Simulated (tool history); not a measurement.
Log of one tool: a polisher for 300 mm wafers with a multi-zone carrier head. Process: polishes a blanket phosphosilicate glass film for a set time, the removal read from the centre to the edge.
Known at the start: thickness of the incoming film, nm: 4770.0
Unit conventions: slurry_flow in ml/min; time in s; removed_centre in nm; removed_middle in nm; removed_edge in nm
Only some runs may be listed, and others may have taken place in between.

Run 1, hour 0.0: slurry_flow 255 ml/min, centre_zone 1.00, middle_zone 1.00, edge_zone 1.00, slurry_solids 1.0, time 71 s. Result: removed_centre 510.36 nm, removed_middle 498.36 nm, removed_edge 507.45 nm.
Run 2, hour 5.9: slurry_flow 255 ml/min, centre_zone 1.07, middle_zone 1.00, edge_zone 1.00, slurry_solids 1.0, time 71 s. Result: removed_centre 545.15 nm, removed_middle 500.78 nm, removed_edge 496.76 nm.
Run 3, hour 13.2: slurry_flow 255 ml/min, centre_zone 1.16, middle_zone 1.00, edge_zone 1.00, slurry_solids 1.0, time 71 s. Result: removed_centre 590.72 nm, removed_middle 498.94 nm, removed_edge 513.79 nm.
Run 4, hour 16.1: slurry_flow 255 ml/min, centre_zone 1.16, middle_zone 1.00, edge_zone 1.00, slurry_solids 1.0, time 80 s. Result: removed_centre 671.79 nm, removed_middle 557.72 nm, removed_edge 570.57 nm.
Run 5, hour 24.1: slurry_flow 275 ml/min, centre_zone 1.16, middle_zone 1.01, edge_zone 1.05, slurry_solids 1.0, time 80 s. Result: removed_centre 663.61 nm, removed_middle 569.87 nm, removed_edge 568.96 nm.
Run 6, hour 27.1: slurry_flow 275 ml/min, centre_zone 1.19, middle_zone 1.01, edge_zone 1.05, slurry_solids 1.0, time 80 s. Result: removed_centre 682.87 nm, removed_middle 581.69 nm, removed_edge 590.47 nm.
Run 7, hour 31.5: slurry_flow 275 ml/min, centre_zone 1.19, middle_zone 1.01, edge_zone 1.05, slurry_solids 1.0, time 80 s. Result: removed_centre 681.18 nm, removed_middle 572.54 nm, removed_edge 578.36 nm.
Run 8, hour 34.7: slurry_flow 260 ml/min, centre_zone 1.18, middle_zone 1.00, edge_zone 1.09, slurry_solids 1.1, time 80 s. Result: removed_centre 724.68 nm, removed_middle 607.93 nm, removed_edge 607.89 nm.
Run 9, hour 42.6: slurry_flow 260 ml/min, centre_zone 1.18, middle_zone 1.00, edge_zone 1.09, slurry_solids 1.1, time 80 s. Result: removed_centre 720.98 nm, removed_middle 592.13 nm, removed_edge 650.63 nm.
Run 10, hour 45.9: slurry_flow 265 ml/min, centre_zone 1.17, middle_zone 1.01, edge_zone 1.11, slurry_solids 1.1, time 80 s. Result: removed_centre 712.16 nm, removed_middle 604.08 nm, removed_edge 630.80 nm.
Run 11, hour 50.6: slurry_flow 260 ml/min, centre_zone 1.16, middle_zone 1.01, edge_zone 1.13, slurry_solids 1.1, time 80 s. Result: removed_centre 707.39 nm, removed_middle 603.22 nm, removed_edge 642.07 nm.

Forecast run 12:
Run 12, hour 51.8: slurry_flow 260 ml/min, centre_zone 1.16, middle_zone 1.02, edge_zone 1.14, slurry_solids 1.1, time 80 s. Result: removed_centre ?, removed_middle ?, removed_edge ?.

removed_centre: 717.47 nm
removed_middle: 602.09 nm
removed_edge: 639.76 nm
